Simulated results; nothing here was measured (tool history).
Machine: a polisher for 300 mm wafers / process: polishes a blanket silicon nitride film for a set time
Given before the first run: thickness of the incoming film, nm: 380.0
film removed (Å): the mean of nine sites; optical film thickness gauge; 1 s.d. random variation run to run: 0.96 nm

run,hour,flow of slurry (ml/min),pressure of the wafer on the pad (kPa),speed of the pad under the wafer (m/s),polishing time (s),film removed (Å)
1,0.0,200,33.8,1.00,39,1074.70
2,6.6,200,33.8,0.80,39,929.70
3,12.6,205,35.9,0.80,39,984.24
4,13.1,205,35.9,0.56,39,775.25
5,21.3,210,37.9,0.58,39,848.10
6,28.8,210,29.6,0.58,39,671.77
7,34.8,215,32.4,0.60,39,743.52
8,42.4,220,35.2,0.62,39,836.46
9,49.9,230,37.2,0.62,39,890.38
10,55.7,235,39.3,0.62,39,927.47
11,61.7,235,40.7,0.64,39,979.47
12,67.2,240,42.1,0.66,39,1030.90
13,72.6,240,43.4,0.68,39,1088.90
14,79.2,240,43.4,0.68,39,1082.20
15,84.0,240,44.8,0.68,39,1125.30

What does the tool deliver on the next run?
16,84.8,245,45.5,0.68,39,?

Run 16 gave film removed (Å) 1139.50.
